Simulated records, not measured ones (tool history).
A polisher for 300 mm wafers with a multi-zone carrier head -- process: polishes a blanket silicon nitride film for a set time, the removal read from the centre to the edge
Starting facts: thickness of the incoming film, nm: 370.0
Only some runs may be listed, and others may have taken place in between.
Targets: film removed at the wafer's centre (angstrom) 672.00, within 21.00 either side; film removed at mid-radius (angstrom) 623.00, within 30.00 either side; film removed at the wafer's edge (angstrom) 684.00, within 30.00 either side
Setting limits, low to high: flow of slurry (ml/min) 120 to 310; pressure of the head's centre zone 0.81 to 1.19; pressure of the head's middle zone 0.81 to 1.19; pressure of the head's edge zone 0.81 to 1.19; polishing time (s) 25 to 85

run	day	flow of slurry (ml/min)	pressure of the head's centre zone	pressure of the head's middle zone	pressure of the head's edge zone	polishing time (s)	film removed at the wafer's centre (angstrom)	film removed at mid-radius (angstrom)	film removed at the wafer's edge (angstrom)
1	0.000	200	1.00	1.00	1.00	55	1210.70	1205.30	1176.00
2	0.254	195	0.99	0.97	0.99	51	1113.50	1102.60	1106.50
3	0.504	185	0.99	0.95	0.98	47	995.37	983.69	977.94
4	0.542	230	0.99	0.95	0.98	47	1043.90	993.30	1023.70
5	0.758	230	0.99	0.91	0.98	47	1036.30	968.46	1018.60
6	0.988	230	0.99	0.91	0.98	39	862.24	810.36	843.27
7	1.033	230	0.98	0.90	0.98	37	816.82	742.17	812.00
8	1.200	225	0.97	0.89	0.96	36	775.18	729.96	755.07
9	1.333	220	0.96	0.88	0.96	36	772.56	700.17	752.60
10	1.400	170	0.86	0.87	0.88	34	632.97	659.19	673.04
11	1.675	175	0.87	0.86	0.89	34	643.11	650.02	690.20
12	1.871	175	0.88	0.85	0.89	34	659.75	641.48	705.01
# day 2.046: edge zone pressure recalibrated
13	2.046	175	0.88	0.85	0.88	34	641.34	637.15	706.36

Pick the move, out of 5, that brings all results within their allowed miss; only one does.
A	2.221	130	0.98	0.89	0.93	33	?	?	?
B	2.221	220	0.89	0.86	0.94	31	?	?	?
C	2.221	165	0.83	0.89	0.92	34	?	?	?
D	2.221	205	0.87	0.91	0.89	32	?	?	?
E	2.221	195	0.86	0.82	0.93	33	?	?	?

move	film removed at the wafer's centre (angstrom)	film removed at mid-radius (angstrom)	film removed at the wafer's edge (angstrom)
A	659.93	635.03	682.32
B	606.74	620.73	676.97
C	596.82	676.78	716.32
D	606.93	666.23	676.94
E	614.23	626.88	710.14
A: meets every target
B: the biggest miss grows against the last run
C: the biggest miss grows against the last run
D: the biggest miss grows against the last run
E: the biggest miss grows against the last run
Correct choice: A, which meets every target
